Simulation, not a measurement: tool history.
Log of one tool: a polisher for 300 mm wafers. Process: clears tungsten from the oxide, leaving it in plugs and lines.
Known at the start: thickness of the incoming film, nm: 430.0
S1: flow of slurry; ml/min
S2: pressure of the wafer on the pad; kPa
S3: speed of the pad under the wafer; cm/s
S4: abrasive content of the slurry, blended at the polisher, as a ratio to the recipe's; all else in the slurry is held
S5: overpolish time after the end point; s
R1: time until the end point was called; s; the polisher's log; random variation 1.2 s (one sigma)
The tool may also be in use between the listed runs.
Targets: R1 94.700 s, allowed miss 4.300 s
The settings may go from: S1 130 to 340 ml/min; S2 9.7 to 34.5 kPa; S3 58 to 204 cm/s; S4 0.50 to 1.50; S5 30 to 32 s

run  hour   S1    S2   S3    S4  S5      R1
  1   0.0  220  22.1  130  1.00  30  78.522
  2   2.4  220  22.1  130  0.85  30  80.296
  3   3.7  220  22.1  160  0.85  30  68.859
  4   8.6  220  22.1  160  0.85  30  68.442
  5  14.1  220  20.0  158  0.85  30  75.121
  6  22.8  245  20.0  158  0.85  30  72.834
  7  24.1  235  18.6  158  0.85  30  77.479
  8  26.5  230  17.2  158  0.85  30  84.028

5 next moves are on the table. One of them brings every result within its allowed miss. Which?
  A  28.9  225  24.1  134  0.60  30   ?
  B  28.9  200  15.2  154  0.90  31   ?
  C  28.9  215  19.3  164  0.75  30   ?
  D  28.9  145  16.5  126  0.95  32   ?
  E  28.9  200  18.6  154  0.85  30   ?

move       R1
   A   84.622
   B   95.477
   C   78.954
   D  107.250
   E   82.733
A: nearer than the last run, and not there yet
B: meets every target
C: further off than the last run
D: takes the result that was furthest off past its target
E: further off than the last run
Move B is the one to make.
